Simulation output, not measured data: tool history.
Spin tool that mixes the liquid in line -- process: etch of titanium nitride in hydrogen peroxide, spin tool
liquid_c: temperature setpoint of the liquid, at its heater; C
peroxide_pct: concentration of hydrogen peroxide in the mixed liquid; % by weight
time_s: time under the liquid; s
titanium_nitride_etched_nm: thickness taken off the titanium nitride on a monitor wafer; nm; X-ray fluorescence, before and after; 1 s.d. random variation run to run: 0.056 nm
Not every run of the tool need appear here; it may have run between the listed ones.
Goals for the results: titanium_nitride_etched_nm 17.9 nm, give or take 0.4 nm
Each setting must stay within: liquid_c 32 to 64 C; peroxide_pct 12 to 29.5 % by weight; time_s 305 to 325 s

run	hour	liquid_c	peroxide_pct	time_s	titanium_nitride_etched_nm
1	0	48	20	305	20.055
2	3.7	47.5	20	305	19.353
3	6.9	47	20	305	18.609
4	8.2	52.5	20	305	27.784
5	9.3	59	20	305	43.706
6	15	59	20	305	43.899
7	24	59	20	305	43.688
8	24.6	56	20	305	35.387
9	31.1	54	20	305	30.867
10	34.3	46	20	305	17.31

Which of these 4 next moves meets every target?
A	37.5	44.5	20.5	325	?
B	37.5	45.5	22	305	?
C	37.5	46.5	19	310	?
D	37.5	44.5	21.5	325	?

move	titanium_nitride_etched_nm
A	16.581
B	17.02
C	18.055
D	16.751
A: the biggest miss grows against the last run
B: the biggest miss grows against the last run
C: meets every target
D: the biggest miss grows against the last run
Answer: C
